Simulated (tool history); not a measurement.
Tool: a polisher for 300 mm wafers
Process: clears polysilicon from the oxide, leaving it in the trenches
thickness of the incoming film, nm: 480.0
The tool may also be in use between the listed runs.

run  hour  flow of slurry (ml/min)  pressure of the wafer on the pad (psi)  speed of the pad under the wafer (cm/s)  overpolish time after the end point (s)  time until the end point was called (s)  dishing of a wide line in a test structure (nm)
  1     0                      170                                     1.8                                      100                                       12                                   48.383                                           39.763
  2   3.3                      170                                     1.8                                       88                                       12                                   54.697                                            38.11
  3   9.4                      170                                     1.8                                       88                                       15                                   55.326                                           40.618
  4    14                      170                                       2                                       88                                       15                                   49.528                                           40.779
  5  22.9                      170                                       2                                       88                                       12                                   49.312                                           39.336
  6  26.1                      165                                     1.8                                       88                                       12                                    55.32                                           37.901
  7  27.3                      160                                     1.7                                       88                                       13                                   59.487                                           38.476
  8  33.9                      150                                     1.7                                       88                                       13                                   58.105                                           38.242

Forecast run 9:
  9  42.9                      150                                     1.4                                       88                                       13                                        ?                                                ?

time until the end point was called (s): 72.205
dishing of a wide line in a test structure (nm): 35.999
